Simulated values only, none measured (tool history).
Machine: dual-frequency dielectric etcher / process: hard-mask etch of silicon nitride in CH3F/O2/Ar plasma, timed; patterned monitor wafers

run,hour,source power (W),bias power (W),etch time (s),mean etch depth across the wafer (nm)
1,0,340,74,115.5,72.046
2,8.3,320,69,114,68.178
3,13.8,300,65,112.5,63.285
4,22.4,270,65,112.5,60.725
5,27.7,260,63,112,57.994
6,35.4,250,63,112,57.913
7,37.5,240,62,112,56.545
# hour 41.1: source power generator calibrated
8,41.1,240,61,112,55.835

Expected results for the next run?
9,48.6,240,61,112,?

mean etch depth across the wafer (nm): 55.915
